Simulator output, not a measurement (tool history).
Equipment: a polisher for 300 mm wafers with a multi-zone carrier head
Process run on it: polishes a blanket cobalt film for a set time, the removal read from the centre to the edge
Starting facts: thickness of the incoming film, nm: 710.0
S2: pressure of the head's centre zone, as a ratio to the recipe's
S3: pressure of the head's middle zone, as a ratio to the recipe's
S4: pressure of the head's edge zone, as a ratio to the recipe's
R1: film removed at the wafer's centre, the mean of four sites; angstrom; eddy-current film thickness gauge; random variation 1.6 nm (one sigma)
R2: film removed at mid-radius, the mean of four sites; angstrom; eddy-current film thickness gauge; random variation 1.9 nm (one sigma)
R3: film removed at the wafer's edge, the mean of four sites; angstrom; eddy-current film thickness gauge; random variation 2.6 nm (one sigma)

{"run": 1, "hour": 0.0, "flow of slurry (ml/min)": 130, "S2": 1.0, "S3": 1.0, "S4": 1.0, "polishing time (s)": 67, "R1": 2624.1, "R2": 2766.0, "R3": 2724.2}
{"run": 2, "hour": 1.2, "flow of slurry (ml/min)": 130, "S2": 1.0, "S3": 1.0, "S4": 0.93, "polishing time (s)": 67, "R1": 2648.5, "R2": 2746.4, "R3": 2707.9}
{"run": 3, "hour": 8.1, "flow of slurry (ml/min)": 125, "S2": 1.02, "S3": 0.99, "S4": 0.91, "polishing time (s)": 66, "R1": 2613.7, "R2": 2743.1, "R3": 2629.8}
{"run": 4, "hour": 9.8, "flow of slurry (ml/min)": 125, "S2": 1.09, "S3": 0.99, "S4": 0.91, "polishing time (s)": 66, "R1": 2816.4, "R2": 2702.2, "R3": 2601.3}
{"run": 5, "hour": 18.2, "flow of slurry (ml/min)": 110, "S2": 1.09, "S3": 0.99, "S4": 0.91, "polishing time (s)": 66, "R1": 2712.0, "R2": 2577.5, "R3": 2583.8}
{"run": 6, "hour": 22.4, "flow of slurry (ml/min)": 105, "S2": 1.1, "S3": 0.98, "S4": 0.9, "polishing time (s)": 65, "R1": 2693.3, "R2": 2556.4, "R3": 2493.9}
{"run": 7, "hour": 29.9, "flow of slurry (ml/min)": 100, "S2": 1.11, "S3": 0.96, "S4": 0.9, "polishing time (s)": 65, "R1": 2704.8, "R2": 2490.2, "R3": 2541.4}

The next listed run, before its measurement:
{"run": 8, "hour": 37.7, "flow of slurry (ml/min)": 100, "S2": 1.12, "S3": 0.96, "S4": 0.89, "polishing time (s)": 65, "R1": "?", "R2": "?", "R3": "?"}

Logged for run 8: R1 2662.4 angstrom, R2 2476.5 angstrom, R3 2488.5 angstrom.
